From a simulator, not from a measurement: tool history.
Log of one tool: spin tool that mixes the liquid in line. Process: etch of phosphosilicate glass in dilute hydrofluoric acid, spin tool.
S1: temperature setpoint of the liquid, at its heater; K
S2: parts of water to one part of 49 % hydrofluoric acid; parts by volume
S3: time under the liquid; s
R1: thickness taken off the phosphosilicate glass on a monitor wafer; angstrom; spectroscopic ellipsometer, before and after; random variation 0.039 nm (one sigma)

| run | hour | S1 | S2 | S3 | R1 |
|---|---|---|---|---|---|
| 1 | 0.0 | 293.15 | 235 | 15 | 31.729 |
| 2 | 9.0 | 293.15 | 235 | 15 | 32.017 |
| 3 | 11.2 | 290.65 | 235 | 15 | 29.117 |
| 4 | 14.6 | 293.15 | 230 | 15 | 32.802 |
| 5 | 21.7 | 295.65 | 230 | 15 | 35.951 |
| 6 | 25.2 | 298.15 | 230 | 15 | 39.919 |

The next listed run, before its measurement:
| 7 | 28.1 | 298.65 | 230 | 15 | ? |

Run 7 gave R1 41.285 angstrom.
